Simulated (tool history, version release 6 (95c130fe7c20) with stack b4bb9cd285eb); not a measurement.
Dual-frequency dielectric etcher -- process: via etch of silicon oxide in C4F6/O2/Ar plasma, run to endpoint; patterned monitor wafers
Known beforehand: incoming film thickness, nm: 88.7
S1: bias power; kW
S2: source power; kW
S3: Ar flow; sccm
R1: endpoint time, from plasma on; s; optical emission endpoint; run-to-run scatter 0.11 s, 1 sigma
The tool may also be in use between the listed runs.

run,day,S1,S2,S3,R1
1,0.000,0.541,0.280,277,20.652
2,0.354,0.568,0.280,276,20.073
3,0.512,0.586,0.280,276,19.728
4,0.654,0.600,0.280,276,19.386
5,0.821,0.600,0.240,276,20.951
6,0.958,0.626,0.240,276,20.612
7,1.275,0.734,0.280,266,17.762

Expected results for the next run?
8,1.562,0.727,0.280,266,?

Run 8 measured R1 17.769 s.

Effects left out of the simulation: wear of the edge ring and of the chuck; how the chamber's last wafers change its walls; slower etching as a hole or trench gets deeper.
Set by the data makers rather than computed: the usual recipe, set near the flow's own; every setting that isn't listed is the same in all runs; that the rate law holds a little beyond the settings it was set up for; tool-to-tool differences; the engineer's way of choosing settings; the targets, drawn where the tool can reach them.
